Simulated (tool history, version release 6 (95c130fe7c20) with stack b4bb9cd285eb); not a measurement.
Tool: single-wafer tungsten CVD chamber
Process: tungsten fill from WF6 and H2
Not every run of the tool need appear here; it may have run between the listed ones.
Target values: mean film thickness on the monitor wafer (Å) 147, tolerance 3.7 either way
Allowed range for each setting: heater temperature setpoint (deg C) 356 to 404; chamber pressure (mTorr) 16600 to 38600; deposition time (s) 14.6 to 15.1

run	hour	heater temperature setpoint (deg C)	chamber pressure (mTorr)	deposition time (s)	mean film thickness on the monitor wafer (Å)
1	0	380	27600	14.6	269.99
2	2.8	372	25300	14.6	215.65
3	7.9	372	27400	14.6	226.92
4	11.9	372	23400	14.6	205.32
5	19.2	372	20700	14.6	188.52
6	19.8	368	20600	14.6	172.45
7	27.5	366	20600	14.6	165.05
8	30.8	364	20600	14.6	157.56
9	38.3	363	20600	14.6	154.45

Which single option among these 4 for the next run brings every result within its allowed miss of target? Just one does.
A	45.8	364	21700	15.1	?
B	45.8	365	20800	15.1	?
C	45.8	368	20400	14.6	?
D	45.8	359	21700	14.9	?

move	mean film thickness on the monitor wafer (Å)
A	167.67
B	166.72
C	170.16
D	147.58
A: misses by more than the last run did
B: misses by more than the last run did
C: misses by more than the last run did
D: each result inside its tolerance
So the answer is move D, the one that meets all the targets.
